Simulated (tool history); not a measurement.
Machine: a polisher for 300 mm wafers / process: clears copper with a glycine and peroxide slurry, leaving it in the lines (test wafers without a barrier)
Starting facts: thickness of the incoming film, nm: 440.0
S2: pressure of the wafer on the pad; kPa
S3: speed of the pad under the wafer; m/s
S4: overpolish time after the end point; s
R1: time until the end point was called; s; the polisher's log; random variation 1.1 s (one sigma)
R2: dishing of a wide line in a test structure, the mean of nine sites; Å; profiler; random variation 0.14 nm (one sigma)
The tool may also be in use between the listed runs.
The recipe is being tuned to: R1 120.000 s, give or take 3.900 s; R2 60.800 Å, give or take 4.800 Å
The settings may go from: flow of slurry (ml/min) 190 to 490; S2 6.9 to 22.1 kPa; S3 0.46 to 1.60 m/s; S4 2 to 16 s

{"run": 1, "hour": 0.0, "flow of slurry (ml/min)": 315, "S2": 14.5, "S3": 1.02, "S4": 8, "R1": 98.585, "R2": 260.87}
{"run": 2, "hour": 6.3, "flow of slurry (ml/min)": 310, "S2": 13.8, "S3": 1.04, "S4": 7, "R1": 102.91, "R2": 232.42}
{"run": 3, "hour": 13.8, "flow of slurry (ml/min)": 330, "S2": 13.8, "S3": 0.98, "S4": 6, "R1": 103.03, "R2": 200.26}
{"run": 4, "hour": 19.9, "flow of slurry (ml/min)": 345, "S2": 13.8, "S3": 0.92, "S4": 6, "R1": 107.65, "R2": 197.05}
{"run": 5, "hour": 24.5, "flow of slurry (ml/min)": 345, "S2": 13.8, "S3": 0.92, "S4": 4, "R1": 106.79, "R2": 136.37}
{"run": 6, "hour": 28.0, "flow of slurry (ml/min)": 330, "S2": 14.5, "S3": 0.88, "S4": 4, "R1": 106.54, "R2": 135.22}
{"hour": 35.8, "done": "head pressure recalibrated"}
{"run": 7, "hour": 35.8, "flow of slurry (ml/min)": 315, "S2": 15.2, "S3": 0.84, "S4": 4, "R1": 112.5, "R2": 127.67}
{"run": 8, "hour": 43.4, "flow of slurry (ml/min)": 225, "S2": 17.2, "S3": 0.74, "S4": 2, "R1": 113.05, "R2": 62.44}

5 candidate next runs follow, results not yet known. Just one meets every target within its allowed miss. Identify it.
{"run": "A", "hour": 51.0, "flow of slurry (ml/min)": 210, "S2": 19.3, "S3": 0.68, "S4": 2, "R1": "?", "R2": "?"}
{"run": "B", "hour": 51.0, "flow of slurry (ml/min)": 190, "S2": 13.1, "S3": 1.08, "S4": 2, "R1": "?", "R2": "?"}
{"run": "C", "hour": 51.0, "flow of slurry (ml/min)": 310, "S2": 14.5, "S3": 0.96, "S4": 2, "R1": "?", "R2": "?"}
{"run": "D", "hour": 51.0, "flow of slurry (ml/min)": 200, "S2": 17.2, "S3": 0.82, "S4": 2, "R1": "?", "R2": "?"}
{"run": "E", "hour": 51.0, "flow of slurry (ml/min)": 290, "S2": 18.6, "S3": 0.68, "S4": 2, "R1": "?", "R2": "?"}

move=A R1=109.450 R2=66.122
move=B R1=120.980 R2=59.721
move=C R1=111.400 R2=64.797
move=D R1=110.820 R2=65.247
move=E R1=108.120 R2=66.904
A: its largest miss is bigger than the last run's
B: in spec on every target
C: its largest miss is bigger than the last run's
D: its largest miss is bigger than the last run's
E: its largest miss is bigger than the last run's
Move B is the one to make.
